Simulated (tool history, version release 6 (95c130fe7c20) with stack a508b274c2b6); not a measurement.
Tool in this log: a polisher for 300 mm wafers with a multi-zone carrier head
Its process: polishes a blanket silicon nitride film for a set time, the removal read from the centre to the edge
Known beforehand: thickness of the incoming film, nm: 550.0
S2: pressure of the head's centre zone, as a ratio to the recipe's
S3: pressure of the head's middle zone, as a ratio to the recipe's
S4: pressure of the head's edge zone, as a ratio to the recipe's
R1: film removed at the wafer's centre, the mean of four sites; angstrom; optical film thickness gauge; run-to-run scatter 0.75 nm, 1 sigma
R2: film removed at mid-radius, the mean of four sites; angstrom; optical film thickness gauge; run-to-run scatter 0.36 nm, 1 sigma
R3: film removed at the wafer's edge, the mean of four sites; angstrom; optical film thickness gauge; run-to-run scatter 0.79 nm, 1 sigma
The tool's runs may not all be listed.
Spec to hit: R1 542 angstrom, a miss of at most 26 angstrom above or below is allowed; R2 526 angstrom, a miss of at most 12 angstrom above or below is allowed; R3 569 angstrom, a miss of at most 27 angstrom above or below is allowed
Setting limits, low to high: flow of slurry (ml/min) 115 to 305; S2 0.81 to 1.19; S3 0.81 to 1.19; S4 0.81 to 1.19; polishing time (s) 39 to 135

{"run": 1, "hour": 0.0, "flow of slurry (ml/min)": 195, "S2": 1, "S3": 1, "S4": 1, "polishing time (s)": 87, "R1": 1150.2, "R2": 1026.1, "R3": 1029.9}
{"run": 2, "hour": 1.9, "flow of slurry (ml/min)": 195, "S2": 1, "S3": 1, "S4": 0.94, "polishing time (s)": 87, "R1": 1140.8, "R2": 1046.2, "R3": 1041}
{"run": 3, "hour": 10.2, "flow of slurry (ml/min)": 195, "S2": 0.94, "S3": 1, "S4": 0.94, "polishing time (s)": 87, "R1": 1053.8, "R2": 1018.3, "R3": 1002.1}
{"run": 4, "hour": 14.2, "flow of slurry (ml/min)": 185, "S2": 0.91, "S3": 0.96, "S4": 0.94, "polishing time (s)": 73, "R1": 879.61, "R2": 832.45, "R3": 849.97}
{"run": 5, "hour": 18.1, "flow of slurry (ml/min)": 185, "S2": 0.91, "S3": 0.96, "S4": 0.94, "polishing time (s)": 57, "R1": 668.25, "R2": 651.21, "R3": 666.95}
{"run": 6, "hour": 23.1, "flow of slurry (ml/min)": 165, "S2": 0.91, "S3": 0.96, "S4": 0.94, "polishing time (s)": 57, "R1": 663.98, "R2": 636.61, "R3": 650.15}
{"run": 7, "hour": 30.7, "flow of slurry (ml/min)": 155, "S2": 0.88, "S3": 0.94, "S4": 0.94, "polishing time (s)": 55, "R1": 613.38, "R2": 597.11, "R3": 630.7}
{"run": 8, "hour": 35.5, "flow of slurry (ml/min)": 145, "S2": 0.87, "S3": 0.93, "S4": 0.92, "polishing time (s)": 54, "R1": 604.37, "R2": 581.07, "R3": 602.86}
{"hour": 36.3, "done": "centre zone pressure recalibrated"}
{"run": 9, "hour": 36.3, "flow of slurry (ml/min)": 140, "S2": 0.85, "S3": 0.92, "S4": 0.92, "polishing time (s)": 53, "R1": 512.52, "R2": 558.68, "R3": 596.49}

Of the 5 settings listed for the next run, only one would bring every result within its allowed miss of target. Which one?
{"run": "A", "hour": 37.1, "flow of slurry (ml/min)": 135, "S2": 0.81, "S3": 0.81, "S4": 0.95, "polishing time (s)": 55, "R1": "?", "R2": "?", "R3": "?"}
{"run": "B", "hour": 37.1, "flow of slurry (ml/min)": 115, "S2": 0.94, "S3": 1.02, "S4": 0.89, "polishing time (s)": 54, "R1": "?", "R2": "?", "R3": "?"}
{"run": "C", "hour": 37.1, "flow of slurry (ml/min)": 130, "S2": 0.85, "S3": 1.03, "S4": 0.91, "polishing time (s)": 55, "R1": "?", "R2": "?", "R3": "?"}
{"run": "D", "hour": 37.1, "flow of slurry (ml/min)": 155, "S2": 0.93, "S3": 0.9, "S4": 0.92, "polishing time (s)": 50, "R1": "?", "R2": "?", "R3": "?"}
{"run": "E", "hour": 37.1, "flow of slurry (ml/min)": 160, "S2": 0.84, "S3": 0.91, "S4": 0.91, "polishing time (s)": 54, "R1": "?", "R2": "?", "R3": "?"}

move=A R1=513.93 R2=510.39 R3=620.35
move=B R1=548.71 R2=585.73 R3=578.49
move=C R1=530.61 R2=618.36 R3=605.38
move=D R1=539.59 R2=519.25 R3=567.25
move=E R1=539.32 R2=569.38 R3=612.59
A: takes the result that was furthest off past its target
B: its largest miss is bigger than the last run's
C: its largest miss is bigger than the last run's
D: all results in spec
E: its largest miss is bigger than the last run's
So the answer is move D, the one that meets all the targets.
